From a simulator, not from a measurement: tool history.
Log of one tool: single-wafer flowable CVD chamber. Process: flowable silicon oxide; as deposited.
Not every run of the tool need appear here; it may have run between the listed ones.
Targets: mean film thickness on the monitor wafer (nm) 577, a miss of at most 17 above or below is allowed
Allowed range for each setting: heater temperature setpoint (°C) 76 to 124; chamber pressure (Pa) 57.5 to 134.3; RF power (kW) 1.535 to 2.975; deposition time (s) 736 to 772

| run | hour | heater temperature setpoint (°C) | chamber pressure (Pa) | RF power (kW) | deposition time (s) | mean film thickness on the monitor wafer (nm) |
|---|---|---|---|---|---|---|
| 1 | 0 | 100 | 95.9 | 2.255 | 772 | 448.59 |
| 2 | 8.1 | 100 | 95.9 | 2.255 | 736 | 427.3 |
| 3 | 12.2 | 107 | 95.9 | 2.255 | 736 | 329.16 |
| 4 | 14.2 | 103 | 95.9 | 2.255 | 736 | 380.13 |
| 5 | 17.3 | 113 | 95.9 | 2.255 | 736 | 262.46 |
| 6 | 25.2 | 108 | 96 | 2.255 | 736 | 316.12 |
| 7 | 33.5 | 104 | 96.1 | 2.255 | 736 | 367.12 |
| 8 | 36.5 | 101 | 96.3 | 2.255 | 736 | 412.42 |
| 9 | 39.9 | 99 | 96.4 | 2.255 | 736 | 444.54 |
| 10 | 47.3 | 90 | 96.8 | 2.255 | 736 | 627.78 |

Next run, 4 choices. One meets every target within its allowed miss, the rest don't. Which?
| A | 54.7 | 93 | 93.1 | 2.09 | 736 | ? |
| B | 54.7 | 81 | 69.1 | 1.965 | 750 | ? |
| C | 54.7 | 96 | 106 | 2.19 | 772 | ? |
| D | 54.7 | 90 | 96.5 | 2.165 | 745 | ? |

| move | mean film thickness on the monitor wafer (nm) |
|---|---|
| A | 532.92 |
| B | 611.02 |
| C | 570.51 |
| D | 627.72 |
A: takes the result that was furthest off past its target
B: moves toward the targets from the last run without getting all of them in spec
C: every result within its allowed miss
D: about as far from the targets as the last run
So the answer is move C, the one that meets all the targets.
